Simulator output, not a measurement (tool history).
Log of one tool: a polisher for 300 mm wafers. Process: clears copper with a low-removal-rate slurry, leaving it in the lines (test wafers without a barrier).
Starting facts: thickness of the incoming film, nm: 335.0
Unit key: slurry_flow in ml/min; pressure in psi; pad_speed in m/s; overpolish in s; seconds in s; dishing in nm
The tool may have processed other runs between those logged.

run 1 hour=0.0 | slurry_flow=175 pressure=2.7 pad_speed=1.04 slurry_solids=1.0 overpolish=27 | seconds=135.97 dishing=34.547
run 2 hour=2.1 | slurry_flow=175 pressure=2.6 pad_speed=1.04 slurry_solids=1.0 overpolish=24 | seconds=141.51 dishing=31.869
run 3 hour=6.8 | slurry_flow=175 pressure=2.5 pad_speed=1.04 slurry_solids=1.0 overpolish=22 | seconds=143.11 dishing=29.342
run 4 hour=13.2 | slurry_flow=175 pressure=2.4 pad_speed=1.04 slurry_solids=1.0 overpolish=21 | seconds=153.33 dishing=28.087
run 5 hour=21.0 | slurry_flow=175 pressure=3.0 pad_speed=1.04 slurry_solids=1.0 overpolish=21 | seconds=126.71 dishing=31.380
run 6 hour=29.0 | slurry_flow=175 pressure=3.0 pad_speed=1.04 slurry_solids=1.0 overpolish=9 | seconds=122.80 dishing=16.205

The next listed run, before its measurement:
run 7 hour=32.7 | slurry_flow=175 pressure=2.8 pad_speed=1.04 slurry_solids=1.0 overpolish=11 | seconds=? dishing=?

seconds: 132.38 s
dishing: 18.545 nm
